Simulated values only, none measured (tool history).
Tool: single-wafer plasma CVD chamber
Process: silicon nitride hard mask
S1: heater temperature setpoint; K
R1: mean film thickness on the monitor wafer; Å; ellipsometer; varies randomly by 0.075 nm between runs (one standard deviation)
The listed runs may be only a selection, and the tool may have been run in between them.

Run 1, hour 0: S1 663.15 K, chamber pressure (mTorr) 1620, RF power (kW) 0.4, deposition time (s) 33.2. Result: R1 443.83 Å.
Run 2, hour 6.1: S1 663.15 K, chamber pressure (mTorr) 1570, RF power (kW) 0.395, deposition time (s) 33.1. Result: R1 432.25 Å.
Run 3, hour 10.8: S1 663.15 K, chamber pressure (mTorr) 1520, RF power (kW) 0.39, deposition time (s) 33.1. Result: R1 426.02 Å.
Run 4, hour 11.9: S1 663.15 K, chamber pressure (mTorr) 1390, RF power (kW) 0.39, deposition time (s) 33.1. Result: R1 406.09 Å.
Run 5, hour 18.9: S1 659.15 K, chamber pressure (mTorr) 1390, RF power (kW) 0.39, deposition time (s) 33.1. Result: R1 407.83 Å.
Run 6, hour 21.7: S1 659.15 K, chamber pressure (mTorr) 1560, RF power (kW) 0.39, deposition time (s) 33.1. Result: R1 428.5 Å.
Run 7, hour 23.8: S1 659.15 K, chamber pressure (mTorr) 1510, RF power (kW) 0.39, deposition time (s) 33.1. Result: R1 423.5 Å.
At hour 29: capacitance manometer re-zeroed and calibrated.
Run 8, hour 29: S1 659.15 K, chamber pressure (mTorr) 1460, RF power (kW) 0.39, deposition time (s) 33.1. Result: R1 405.71 Å.

Estimate the outcome of run 9 from the log above:
Run 9, hour 30.2: S1 657.15 K, chamber pressure (mTorr) 1450, RF power (kW) 0.39, deposition time (s) 33.1. Result: R1 ?.

R1: 406.89 Å

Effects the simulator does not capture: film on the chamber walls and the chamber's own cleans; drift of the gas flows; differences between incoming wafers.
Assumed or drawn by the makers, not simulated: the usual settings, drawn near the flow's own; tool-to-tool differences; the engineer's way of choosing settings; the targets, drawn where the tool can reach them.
